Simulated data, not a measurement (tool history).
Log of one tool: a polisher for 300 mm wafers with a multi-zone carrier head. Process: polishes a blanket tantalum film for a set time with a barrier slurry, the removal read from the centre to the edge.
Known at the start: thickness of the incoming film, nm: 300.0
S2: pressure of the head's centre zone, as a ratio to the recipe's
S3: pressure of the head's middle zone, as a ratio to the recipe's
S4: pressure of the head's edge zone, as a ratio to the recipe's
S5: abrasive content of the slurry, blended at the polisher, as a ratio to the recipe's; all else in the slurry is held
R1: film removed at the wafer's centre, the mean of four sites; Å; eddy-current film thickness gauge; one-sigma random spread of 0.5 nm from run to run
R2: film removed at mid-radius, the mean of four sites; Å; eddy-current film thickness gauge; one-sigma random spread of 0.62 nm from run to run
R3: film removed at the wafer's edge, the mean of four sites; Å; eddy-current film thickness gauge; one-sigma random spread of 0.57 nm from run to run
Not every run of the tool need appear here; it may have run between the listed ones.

Run 1, hour 0.0: flow of slurry (ml/min) 290, S2 1.00, S3 1.00, S4 1.00, S5 1.00, polishing time (s) 73. Result: R1 1120.90 Å, R2 1099.70 Å, R3 1051.00 Å.
Run 2, hour 2.3: flow of slurry (ml/min) 290, S2 0.99, S3 0.99, S4 0.97, S5 0.90, polishing time (s) 72. Result: R1 1054.20 Å, R2 1038.10 Å, R3 1005.80 Å.
Run 3, hour 6.0: flow of slurry (ml/min) 290, S2 0.99, S3 1.05, S4 0.97, S5 0.90, polishing time (s) 72. Result: R1 1045.40 Å, R2 1087.00 Å, R3 1006.60 Å.
Run 4, hour 10.0: flow of slurry (ml/min) 295, S2 1.00, S3 1.05, S4 0.95, S5 0.80, polishing time (s) 70. Result: R1 993.79 Å, R2 1030.40 Å, R3 916.36 Å.
Run 5, hour 12.5: flow of slurry (ml/min) 295, S2 0.96, S3 1.05, S4 0.95, S5 0.80, polishing time (s) 70. Result: R1 939.21 Å, R2 1012.90 Å, R3 921.66 Å.
Run 6, hour 17.2: flow of slurry (ml/min) 295, S2 0.96, S3 1.05, S4 0.95, S5 0.85, polishing time (s) 70. Result: R1 974.75 Å, R2 1046.00 Å, R3 936.00 Å.
Run 7, hour 24.6: flow of slurry (ml/min) 305, S2 0.96, S3 1.03, S4 0.93, S5 0.80, polishing time (s) 69. Result: R1 946.39 Å, R2 1001.70 Å, R3 899.44 Å.
Run 8, hour 32.3: flow of slurry (ml/min) 305, S2 0.96, S3 1.03, S4 0.93, S5 0.80, polishing time (s) 69. Result: R1 947.29 Å, R2 992.79 Å, R3 912.07 Å.
Run 9, hour 39.8: flow of slurry (ml/min) 300, S2 0.96, S3 1.02, S4 0.91, S5 0.75, polishing time (s) 69. Result: R1 917.79 Å, R2 960.52 Å, R3 891.20 Å.
Run 10, hour 41.8: flow of slurry (ml/min) 305, S2 1.01, S3 1.00, S4 0.81, S5 0.50, polishing time (s) 65. Result: R1 774.34 Å, R2 754.47 Å, R3 656.21 Å.
Run 11, hour 47.0: flow of slurry (ml/min) 360, S2 1.01, S3 1.04, S4 0.91, S5 0.50, polishing time (s) 64. Result: R1 773.46 Å, R2 775.34 Å, R3 700.81 Å.
Run 12, hour 55.7: flow of slurry (ml/min) 360, S2 1.02, S3 1.05, S4 0.93, S5 0.50, polishing time (s) 64. Result: R1 780.48 Å, R2 779.87 Å, R3 701.99 Å.
Run 13, hour 61.5: flow of slurry (ml/min) 360, S2 1.02, S3 1.05, S4 0.93, S5 0.50, polishing time (s) 64. Result: R1 779.20 Å, R2 789.49 Å, R3 701.84 Å.

Run 14 comes next. What will it give?
Run 14, hour 64.5: flow of slurry (ml/min) 360, S2 1.03, S3 1.05, S4 0.95, S5 0.50, polishing time (s) 64. Result: R1 ?, R2 ?, R3 ?.

Run 14 measured R1 785.49 Å, R2 774.30 Å, R3 709.20 Å.
